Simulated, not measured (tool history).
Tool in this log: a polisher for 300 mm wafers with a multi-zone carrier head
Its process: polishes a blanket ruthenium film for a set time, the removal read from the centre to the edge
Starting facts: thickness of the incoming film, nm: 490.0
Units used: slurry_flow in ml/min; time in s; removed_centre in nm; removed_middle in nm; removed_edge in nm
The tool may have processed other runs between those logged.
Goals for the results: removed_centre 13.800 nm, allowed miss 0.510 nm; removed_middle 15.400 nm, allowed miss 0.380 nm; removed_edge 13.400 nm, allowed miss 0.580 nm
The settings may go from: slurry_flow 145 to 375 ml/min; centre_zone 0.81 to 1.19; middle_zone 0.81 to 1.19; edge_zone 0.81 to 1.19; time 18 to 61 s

| run | hour | slurry_flow | centre_zone | middle_zone | edge_zone | time | removed_centre | removed_middle | removed_edge |
|---|---|---|---|---|---|---|---|---|---|
| 1 | 0.0 | 240 | 1.00 | 1.00 | 1.00 | 39 | 21.539 | 21.987 | 22.566 |
| 2 | 4.4 | 240 | 0.97 | 1.00 | 1.00 | 39 | 20.935 | 22.379 | 22.523 |
| 3 | 7.9 | 245 | 0.97 | 1.01 | 0.96 | 35 | 18.999 | 20.270 | 20.081 |
| 4 | 12.7 | 215 | 0.97 | 1.01 | 0.96 | 35 | 18.413 | 20.120 | 19.772 |
| 5 | 15.9 | 215 | 0.98 | 1.02 | 0.93 | 32 | 17.014 | 18.339 | 17.662 |
| 6 | 24.5 | 215 | 0.98 | 1.02 | 0.93 | 40 | 21.396 | 23.192 | 22.021 |
| 7 | 26.7 | 205 | 0.98 | 1.03 | 0.90 | 36 | 19.254 | 20.627 | 19.790 |
| 8 | 27.4 | 275 | 0.99 | 1.13 | 0.82 | 25 | 14.101 | 16.027 | 13.226 |
| 9 | 30.3 | 275 | 0.99 | 1.12 | 0.82 | 25 | 13.801 | 16.131 | 13.446 |
| 10 | 34.3 | 275 | 0.99 | 1.11 | 0.82 | 25 | 13.887 | 15.882 | 13.248 |

Exactly one of the 4 candidate moves below puts every result within its allowed miss. Which one?
| A | 38.3 | 225 | 0.96 | 1.12 | 0.81 | 26 | ? | ? | ? |
| B | 38.3 | 295 | 0.95 | 1.12 | 0.81 | 25 | ? | ? | ? |
| C | 38.3 | 150 | 1.02 | 1.19 | 0.89 | 27 | ? | ? | ? |
| D | 38.3 | 245 | 1.00 | 1.10 | 0.86 | 25 | ? | ? | ? |

| move | removed_centre | removed_middle | removed_edge |
|---|---|---|---|
| A | 13.780 | 16.210 | 13.517 |
| B | 13.544 | 16.049 | 13.288 |
| C | 14.251 | 16.688 | 14.009 |
| D | 13.959 | 15.506 | 13.450 |
A: misses by more than the last run did
B: misses by more than the last run did
C: misses by more than the last run did
D: hits every target within its allowed miss
D meets every target.

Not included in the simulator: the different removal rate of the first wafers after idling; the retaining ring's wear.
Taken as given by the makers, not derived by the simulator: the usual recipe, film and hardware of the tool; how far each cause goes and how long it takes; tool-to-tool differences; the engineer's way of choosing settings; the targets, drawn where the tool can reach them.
